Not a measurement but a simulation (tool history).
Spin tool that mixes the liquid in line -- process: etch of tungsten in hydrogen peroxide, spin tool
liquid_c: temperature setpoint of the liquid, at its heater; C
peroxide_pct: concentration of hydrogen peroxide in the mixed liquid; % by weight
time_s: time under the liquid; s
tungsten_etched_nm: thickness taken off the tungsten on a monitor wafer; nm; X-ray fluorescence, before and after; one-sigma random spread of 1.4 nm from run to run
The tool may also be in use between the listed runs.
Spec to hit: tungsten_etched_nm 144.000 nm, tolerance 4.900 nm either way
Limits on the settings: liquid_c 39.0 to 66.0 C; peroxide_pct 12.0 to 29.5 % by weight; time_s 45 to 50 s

run	day	liquid_c	peroxide_pct	time_s	tungsten_etched_nm
1	0.000	55.0	20.0	45	97.121
2	0.125	49.0	20.0	45	67.670
3	0.325	51.5	20.0	45	79.632
4	0.500	53.5	20.0	45	90.409
5	0.854	51.0	20.0	45	76.759
6	0.983	53.0	20.0	45	86.904
# day 1.079: peroxide flow meter replaced
7	1.079	54.5	20.0	45	99.676
8	1.104	55.5	20.0	45	103.670
9	1.346	56.5	20.0	45	111.090
10	1.600	57.0	20.0	45	114.810
11	1.842	57.5	20.0	45	118.000
12	2.108	58.0	20.0	45	121.440
13	2.446	58.5	20.0	45	122.590
14	2.700	59.0	20.0	45	127.880
15	2.929	59.5	20.0	45	133.710
16	3.296	60.0	20.0	45	137.210

Of the 5 settings listed for the next run, only one would bring every result within its allowed miss of target. Which one?
A	3.662	58.0	17.0	50	?
B	3.662	61.5	16.5	45	?
C	3.662	59.5	21.0	45	?
D	3.662	60.5	21.5	45	?
E	3.662	57.0	27.5	45	?

move	tungsten_etched_nm
A	124.840
B	135.410
C	136.210
D	145.980
E	134.800
A: lands further from the targets than the last run did
B: lands further from the targets than the last run did
C: lands further from the targets than the last run did
D: meets every target
E: lands further from the targets than the last run did
The move that meets every target is D.

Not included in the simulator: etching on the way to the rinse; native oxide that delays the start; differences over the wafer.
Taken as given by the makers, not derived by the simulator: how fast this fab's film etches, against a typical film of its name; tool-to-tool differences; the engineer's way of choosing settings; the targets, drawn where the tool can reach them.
